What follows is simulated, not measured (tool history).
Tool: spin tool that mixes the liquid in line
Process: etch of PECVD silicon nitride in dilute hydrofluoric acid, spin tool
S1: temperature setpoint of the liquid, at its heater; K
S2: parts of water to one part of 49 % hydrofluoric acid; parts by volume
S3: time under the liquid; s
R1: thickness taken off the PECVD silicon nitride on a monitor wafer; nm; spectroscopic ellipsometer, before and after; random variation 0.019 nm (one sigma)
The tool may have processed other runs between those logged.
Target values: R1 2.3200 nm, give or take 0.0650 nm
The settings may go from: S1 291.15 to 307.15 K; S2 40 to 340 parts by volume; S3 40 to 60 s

run,hour,S1,S2,S3,R1
1,0.0,299.15,190,60,1.3675
2,2.6,302.15,190,60,1.6231
3,10.8,303.15,185,60,1.8001
4,12.2,299.65,185,60,1.4571
5,17.6,299.65,230,60,1.1685
6,19.0,301.15,220,60,1.3384
7,20.8,302.15,210,60,1.4785
8,29.2,303.15,205,60,1.6203
9,29.8,304.15,200,60,1.7741
10,32.2,304.65,195,60,1.8781

Which single option among these 5 for the next run brings every result within its allowed miss of target? Just one does.
A,34.6,305.65,155,60,?
B,34.6,300.65,125,60,?
C,34.6,307.15,175,60,?
D,34.6,302.65,130,60,?
E,34.6,304.65,150,60,?

move,R1
A,2.5388
B,2.3212
C,2.4473
D,2.5295
E,2.4725
A: the result that was furthest off in the last run now lies on the other side of its target
B: all results land within tolerance of their targets
C: the result that was furthest off in the last run now lies on the other side of its target
D: the result that was furthest off in the last run now lies on the other side of its target
E: the result that was furthest off in the last run now lies on the other side of its target
Correct choice: B, which meets every target
